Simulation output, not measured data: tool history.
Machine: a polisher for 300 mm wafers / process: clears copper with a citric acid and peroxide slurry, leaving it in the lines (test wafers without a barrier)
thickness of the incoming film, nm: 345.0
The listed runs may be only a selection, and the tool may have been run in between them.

run,day,flow of slurry (ml/min),pressure of the wafer on the pad (kPa),speed of the pad under the wafer (cm/s),abrasive content of the slurry,overpolish time after the end point (s),time until the end point was called (s),dishing of a wide line in a test structure (Å)
1,0.000,130,24.1,142,1.00,29,83.767,652.72
2,0.083,130,24.1,142,1.15,29,81.010,660.61
3,0.204,130,20.7,142,1.15,23,94.726,514.48
4,0.308,130,18.6,142,1.15,20,99.244,440.35
5,0.450,110,18.6,142,1.15,20,105.010,424.13
6,0.771,110,21.4,142,1.15,20,94.700,478.83
7,1.033,110,19.3,142,1.15,18,103.870,407.36
8,1.175,105,17.9,142,1.15,17,109.150,386.61

Run 9 has not been measured yet. What should we expect?
9,1.329,105,14.5,140,1.15,13,?,?

Logged for run 9: time until the end point was called (s) 131.790, dishing of a wide line in a test structure (Å) 245.64.

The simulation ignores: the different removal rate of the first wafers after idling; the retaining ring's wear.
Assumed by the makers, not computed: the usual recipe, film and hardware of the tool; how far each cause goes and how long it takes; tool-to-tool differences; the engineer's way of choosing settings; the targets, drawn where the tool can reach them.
